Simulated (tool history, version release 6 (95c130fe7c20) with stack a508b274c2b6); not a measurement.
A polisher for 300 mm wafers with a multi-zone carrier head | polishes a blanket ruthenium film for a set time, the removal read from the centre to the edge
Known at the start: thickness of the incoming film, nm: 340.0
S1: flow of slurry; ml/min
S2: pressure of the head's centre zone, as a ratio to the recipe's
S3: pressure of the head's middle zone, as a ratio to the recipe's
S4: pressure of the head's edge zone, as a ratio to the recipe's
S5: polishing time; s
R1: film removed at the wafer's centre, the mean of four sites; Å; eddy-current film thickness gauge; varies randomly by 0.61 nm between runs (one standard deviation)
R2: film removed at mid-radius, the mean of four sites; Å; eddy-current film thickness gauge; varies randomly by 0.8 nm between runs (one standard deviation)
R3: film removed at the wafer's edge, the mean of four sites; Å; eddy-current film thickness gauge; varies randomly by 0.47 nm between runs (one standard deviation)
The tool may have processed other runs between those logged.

run 1 hour=0.0 | S1=210 S2=1.00 S3=1.00 S4=1.00 S5=80 | R1=682.67 R2=678.55 R3=713.74
run 2 hour=7.4 | S1=210 S2=1.00 S3=1.00 S4=1.00 S5=88 | R1=747.11 R2=727.42 R3=795.36
run 3 hour=8.2 | S1=210 S2=1.00 S3=0.93 S4=1.00 S5=88 | R1=756.26 R2=718.93 R3=789.24
run 4 hour=9.3 | S1=210 S2=1.00 S3=0.93 S4=1.04 S5=88 | R1=754.63 R2=722.18 R3=802.48
run 5 hour=13.1 | S1=210 S2=1.00 S3=0.93 S4=1.04 S5=80 | R1=678.36 R2=651.70 R3=730.59
run 6 hour=20.5 | S1=210 S2=1.08 S3=0.93 S4=1.04 S5=80 | R1=731.12 R2=656.30 R3=731.72

For run 7, what comes out?
run 7 hour=21.8 | S1=200 S2=1.03 S3=0.92 S4=1.02 S5=78 | R1=? R2=? R3=?

R1: 693.95 Å
R2: 634.84 Å
R3: 712.73 Å

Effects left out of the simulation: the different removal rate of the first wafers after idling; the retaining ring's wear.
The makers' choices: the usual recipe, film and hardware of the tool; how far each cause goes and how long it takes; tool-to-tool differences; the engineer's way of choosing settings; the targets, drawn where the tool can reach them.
